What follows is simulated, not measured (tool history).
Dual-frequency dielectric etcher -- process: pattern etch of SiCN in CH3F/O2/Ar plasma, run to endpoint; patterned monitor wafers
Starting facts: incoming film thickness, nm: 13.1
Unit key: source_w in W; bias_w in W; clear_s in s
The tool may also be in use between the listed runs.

run 1 hour=0 | source_w=290 bias_w=54 | clear_s=43.76
run 2 hour=3.8 | source_w=280 bias_w=53 | clear_s=44.483
run 3 hour=7.3 | source_w=280 bias_w=59 | clear_s=42.851
run 4 hour=8.4 | source_w=270 bias_w=58 | clear_s=43.847
run 5 hour=12.9 | source_w=250 bias_w=58 | clear_s=43.639
run 6 hour=19.8 | source_w=240 bias_w=55 | clear_s=45.037
run 7 hour=24.5 | source_w=230 bias_w=53 | clear_s=46.358
run 8 hour=30.8 | source_w=220 bias_w=52 | clear_s=46.915

What will run 9 give?
run 9 hour=32.2 | source_w=220 bias_w=51 | clear_s=?

{"run 9": {"clear_s": 47.2}}
